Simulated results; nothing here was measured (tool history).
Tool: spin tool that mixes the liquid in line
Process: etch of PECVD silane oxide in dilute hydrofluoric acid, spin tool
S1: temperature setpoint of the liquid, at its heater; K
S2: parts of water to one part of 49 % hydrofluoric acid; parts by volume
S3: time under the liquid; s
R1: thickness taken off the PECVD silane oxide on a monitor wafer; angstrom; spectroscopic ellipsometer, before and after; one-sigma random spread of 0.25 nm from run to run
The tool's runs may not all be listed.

run 1 hour=0.0 | S1=293.15 S2=230 S3=285 | R1=163.71
run 2 hour=2.9 | S1=295.15 S2=215 S3=285 | R1=191.62
run 3 hour=10.0 | S1=295.15 S2=215 S3=285 | R1=189.60
run 4 hour=10.9 | S1=295.15 S2=215 S3=285 | R1=190.90
run 5 hour=17.0 | S1=296.65 S2=215 S3=285 | R1=200.95
run 6 hour=22.4 | S1=297.65 S2=205 S3=285 | R1=219.90
run 7 hour=29.9 | S1=298.65 S2=200 S3=285 | R1=241.65

Run 8 has not been measured yet. What should we expect?
-- hour=34.1 hydrofluoric acid flow meter replaced
run 8 hour=34.1 | S1=299.15 S2=200 S3=285 | R1=?

R1: 217.85 angstrom
